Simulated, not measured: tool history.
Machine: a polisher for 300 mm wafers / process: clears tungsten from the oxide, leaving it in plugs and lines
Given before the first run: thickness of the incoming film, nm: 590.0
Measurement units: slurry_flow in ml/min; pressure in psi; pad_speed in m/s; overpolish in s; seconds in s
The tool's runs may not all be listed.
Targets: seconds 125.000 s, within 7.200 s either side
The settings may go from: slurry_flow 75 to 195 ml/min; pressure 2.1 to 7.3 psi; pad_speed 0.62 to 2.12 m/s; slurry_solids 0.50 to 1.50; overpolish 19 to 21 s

{"run": 1, "hour": 0.0, "slurry_flow": 125, "pressure": 4.7, "pad_speed": 1.36, "slurry_solids": 1.0, "overpolish": 19, "seconds": 92.331}
{"run": 2, "hour": 4.4, "slurry_flow": 125, "pressure": 4.7, "pad_speed": 1.36, "slurry_solids": 1.0, "overpolish": 19, "seconds": 91.76}
{"run": 3, "hour": 10.7, "slurry_flow": 125, "pressure": 4.7, "pad_speed": 1.36, "slurry_solids": 1.0, "overpolish": 19, "seconds": 91.904}
{"run": 4, "hour": 14.7, "slurry_flow": 125, "pressure": 4.4, "pad_speed": 1.34, "slurry_solids": 1.0, "overpolish": 19, "seconds": 100.39}
{"run": 5, "hour": 16.2, "slurry_flow": 125, "pressure": 4.2, "pad_speed": 1.34, "slurry_solids": 1.0, "overpolish": 19, "seconds": 101.7}
{"run": 6, "hour": 16.9, "slurry_flow": 125, "pressure": 4.0, "pad_speed": 1.32, "slurry_solids": 1.0, "overpolish": 19, "seconds": 105.11}
{"hour": 23.3, "done": "worn pad replaced by a new one"}
{"run": 7, "hour": 23.3, "slurry_flow": 125, "pressure": 4.0, "pad_speed": 1.32, "slurry_solids": 1.0, "overpolish": 19, "seconds": 97.497}
{"run": 8, "hour": 30.2, "slurry_flow": 125, "pressure": 3.9, "pad_speed": 1.24, "slurry_solids": 1.0, "overpolish": 19, "seconds": 103.85}
{"run": 9, "hour": 34.7, "slurry_flow": 125, "pressure": 3.6, "pad_speed": 1.2, "slurry_solids": 1.0, "overpolish": 19, "seconds": 115.6}
{"run": 10, "hour": 40.6, "slurry_flow": 125, "pressure": 3.5, "pad_speed": 1.2, "slurry_solids": 1.0, "overpolish": 19, "seconds": 114.37}

4 next moves are on the table. One of them brings every result within its allowed miss. Which?
{"run": "A", "hour": 46.5, "slurry_flow": 135, "pressure": 3.2, "pad_speed": 1.14, "slurry_solids": 1.1, "overpolish": 19, "seconds": "?"}
{"run": "B", "hour": 46.5, "slurry_flow": 130, "pressure": 3.2, "pad_speed": 1.32, "slurry_solids": 1.1, "overpolish": 19, "seconds": "?"}
{"run": "C", "hour": 46.5, "slurry_flow": 120, "pressure": 3.6, "pad_speed": 0.96, "slurry_solids": 1.0, "overpolish": 21, "seconds": "?"}
{"run": "D", "hour": 46.5, "slurry_flow": 135, "pressure": 3.4, "pad_speed": 1.36, "slurry_solids": 1.05, "overpolish": 21, "seconds": "?"}

move=A seconds=127.600
move=B seconds=111.400
move=C seconds=148.180
move=D seconds=105.630
A: in spec on every target
B: the biggest miss grows against the last run
C: takes the result that was furthest off past its target
D: the biggest miss grows against the last run
The right move is A.
